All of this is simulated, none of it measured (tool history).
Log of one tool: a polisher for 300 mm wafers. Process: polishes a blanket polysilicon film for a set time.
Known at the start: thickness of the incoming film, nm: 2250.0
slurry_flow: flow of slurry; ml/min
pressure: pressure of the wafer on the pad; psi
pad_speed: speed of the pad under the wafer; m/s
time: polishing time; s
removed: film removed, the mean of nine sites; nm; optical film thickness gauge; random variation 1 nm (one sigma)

| run | hour | slurry_flow | pressure | pad_speed | time | removed |
|---|---|---|---|---|---|---|
| 1 | 0 | 125 | 2.5 | 0.78 | 41 | 182.6 |
| 2 | 3.9 | 125 | 2.5 | 0.66 | 41 | 162.5 |
| 3 | 11.6 | 125 | 2 | 0.66 | 41 | 130.56 |
| 4 | 18.8 | 135 | 2.1 | 0.66 | 41 | 138.84 |
|  | 25.9 | head pressure recalibrated |
| 5 | 25.9 | 135 | 2.1 | 0.66 | 38 | 143.14 |
| 6 | 31 | 145 | 2.1 | 0.66 | 38 | 146.15 |
| 7 | 33.5 | 155 | 2.1 | 0.66 | 38 | 146.3 |
| 8 | 36.8 | 165 | 2.1 | 0.66 | 38 | 149.13 |
| 9 | 44.5 | 170 | 2.1 | 0.66 | 38 | 147.78 |
| 10 | 45.3 | 175 | 2.2 | 0.66 | 38 | 156.19 |

Run 11 comes next. What will it give?
| 11 | 53.7 | 180 | 2.2 | 0.66 | 38 | ? |

{"run 11": {"removed": 156.3}}
